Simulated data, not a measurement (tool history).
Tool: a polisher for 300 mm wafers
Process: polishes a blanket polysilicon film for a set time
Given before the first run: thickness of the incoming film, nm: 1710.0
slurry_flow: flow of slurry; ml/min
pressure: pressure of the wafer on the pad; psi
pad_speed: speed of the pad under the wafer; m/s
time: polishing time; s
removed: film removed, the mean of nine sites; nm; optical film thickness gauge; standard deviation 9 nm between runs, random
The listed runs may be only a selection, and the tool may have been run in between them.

run,hour,slurry_flow,pressure,pad_speed,time,removed
1,0.0,185,3.2,0.86,97,931.51
2,5.7,190,3.3,0.86,97,959.37
3,8.8,190,3.3,0.86,102,1001.70
4,12.9,190,4.1,0.86,102,1260.70
5,20.6,190,4.1,1.06,102,1468.50
6,21.3,190,4.1,1.06,102,1463.20
7,28.4,190,4.0,1.06,102,1429.10

The next listed run, before its measurement:
8,37.1,190,3.9,1.06,102,?

Run 8 yielded removed 1408.20 nm.
